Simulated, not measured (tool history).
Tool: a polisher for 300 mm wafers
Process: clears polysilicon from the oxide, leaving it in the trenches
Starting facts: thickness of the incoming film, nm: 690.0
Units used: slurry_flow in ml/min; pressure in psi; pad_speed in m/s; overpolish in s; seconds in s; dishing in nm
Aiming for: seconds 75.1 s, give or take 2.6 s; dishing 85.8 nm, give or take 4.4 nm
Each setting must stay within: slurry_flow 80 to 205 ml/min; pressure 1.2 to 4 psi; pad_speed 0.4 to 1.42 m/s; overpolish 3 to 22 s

run,hour,slurry_flow,pressure,pad_speed,overpolish,seconds,dishing
1,0,135,2.6,0.9,11,58.058,76.472
2,7.3,135,2.6,0.9,9,58.472,69.11
3,15.3,110,2.6,0.9,9,60.833,68.421
4,17.5,110,2.6,0.9,5,60.674,47.351
5,22.6,110,2.6,0.78,5,69.561,42.313
6,27.4,110,2.6,0.78,8,70.682,58.456
7,33.7,110,2.6,0.78,9,69.379,63.086
8,41.6,100,2.5,0.78,11,74.688,67.777
9,44,100,2.5,0.78,13,74.818,75.508
10,52.6,105,2.5,0.78,14,73.56,77.622
11,54.9,100,2.5,0.78,15,74.792,77.021

4 candidate next runs follow, results not yet known. Just one meets every target within its allowed miss. Identify it.
A,57.2,85,2.1,0.98,18,?,?
B,57.2,95,2.4,0.82,15,?,?
C,57.2,105,2.6,0.74,14,?,?
D,57.2,95,2.9,0.66,11,?,?

move,seconds,dishing
A,73.682,85.63
B,74.229,79.663
C,73.667,77.579
D,76.146,67.695
A: all results in spec
B: an improvement on the last run, though not all results are within tolerance
C: an improvement on the last run, though not all results are within tolerance
D: misses by more than the last run did
The move that meets every target is A.

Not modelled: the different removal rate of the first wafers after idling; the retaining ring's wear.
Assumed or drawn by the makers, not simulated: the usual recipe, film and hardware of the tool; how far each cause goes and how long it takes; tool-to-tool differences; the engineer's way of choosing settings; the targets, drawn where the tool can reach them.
